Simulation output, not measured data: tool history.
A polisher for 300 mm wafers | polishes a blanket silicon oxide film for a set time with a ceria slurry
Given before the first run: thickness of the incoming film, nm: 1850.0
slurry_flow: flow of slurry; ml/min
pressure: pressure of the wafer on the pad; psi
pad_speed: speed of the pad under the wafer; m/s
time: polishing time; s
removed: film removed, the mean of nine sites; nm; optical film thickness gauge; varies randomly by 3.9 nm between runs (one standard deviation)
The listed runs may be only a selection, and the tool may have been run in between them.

Run 1, hour 0: slurry_flow 165 ml/min, pressure 3.5 psi, pad_speed 1.12 m/s, time 46 s. Result: removed 259.94 nm.
Run 2, hour 1.3: slurry_flow 165 ml/min, pressure 3.5 psi, pad_speed 1.12 m/s, time 49 s. Result: removed 277.27 nm.
Run 3, hour 3.2: slurry_flow 165 ml/min, pressure 3.5 psi, pad_speed 1.28 m/s, time 49 s. Result: removed 306.28 nm.
Run 4, hour 4: slurry_flow 165 ml/min, pressure 3.6 psi, pad_speed 1.28 m/s, time 49 s. Result: removed 315.19 nm.
Run 5, hour 7.2: slurry_flow 165 ml/min, pressure 3.6 psi, pad_speed 1.28 m/s, time 46 s. Result: removed 295.65 nm.
Run 6, hour 7.8: slurry_flow 165 ml/min, pressure 3.7 psi, pad_speed 1.28 m/s, time 46 s. Result: removed 297.93 nm.
Run 7, hour 15.9: slurry_flow 165 ml/min, pressure 3.7 psi, pad_speed 1.28 m/s, time 46 s. Result: removed 305.11 nm.

Estimate the outcome of run 8 from the log above:
Run 8, hour 21: slurry_flow 165 ml/min, pressure 3.8 psi, pad_speed 1.28 m/s, time 46 s. Result: removed ?.

removed: 308.38 nm
